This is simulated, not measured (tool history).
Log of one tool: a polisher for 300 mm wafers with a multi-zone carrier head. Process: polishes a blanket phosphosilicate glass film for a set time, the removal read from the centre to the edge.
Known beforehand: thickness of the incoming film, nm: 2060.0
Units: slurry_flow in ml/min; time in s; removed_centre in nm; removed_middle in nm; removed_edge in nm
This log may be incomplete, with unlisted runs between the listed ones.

run 1 hour=0 | slurry_flow=160 centre_zone=1 middle_zone=1 edge_zone=1 slurry_solids=1 time=50 | removed_centre=544.39 removed_middle=513.67 removed_edge=516.59
run 2 hour=5.4 | slurry_flow=160 centre_zone=0.97 middle_zone=1.01 edge_zone=1.04 slurry_solids=1.15 time=54 | removed_centre=619.82 removed_middle=612.87 removed_edge=611.84
run 3 hour=11 | slurry_flow=130 centre_zone=0.97 middle_zone=1.01 edge_zone=1.04 slurry_solids=1.15 time=54 | removed_centre=598.33 removed_middle=580.74 removed_edge=598.99
run 4 hour=14.5 | slurry_flow=135 centre_zone=0.95 middle_zone=1.02 edge_zone=1.07 slurry_solids=1.25 time=57 | removed_centre=623.97 removed_middle=646.69 removed_edge=661.85
run 5 hour=21.6 | slurry_flow=140 centre_zone=0.95 middle_zone=1.02 edge_zone=1.09 slurry_solids=1.3 time=60 | removed_centre=685.92 removed_middle=699.61 removed_edge=728.08
run 6 hour=26.9 | slurry_flow=140 centre_zone=0.95 middle_zone=0.98 edge_zone=1.09 slurry_solids=1.3 time=60 | removed_centre=690.28 removed_middle=669.77 removed_edge=719.32
run 7 hour=35.6 | slurry_flow=145 centre_zone=0.95 middle_zone=1 edge_zone=1.11 slurry_solids=1.35 time=62 | removed_centre=703.4 removed_middle=739.08 removed_edge=783.17
run 8 hour=42.4 | slurry_flow=155 centre_zone=0.98 middle_zone=1.01 edge_zone=1.12 slurry_solids=1.4 time=62 | removed_centre=778.53 removed_middle=760.7 removed_edge=802.37

Estimate the outcome of run 9 from the log above:
-- hour=51.3 centre zone pressure recalibrated
run 9 hour=51.3 | slurry_flow=170 centre_zone=0.91 middle_zone=1.06 edge_zone=1.18 slurry_solids=1.5 time=65 | removed_centre=? removed_middle=? removed_edge=?

removed_centre: 740.1 nm
removed_middle: 876.77 nm
removed_edge: 897 nm
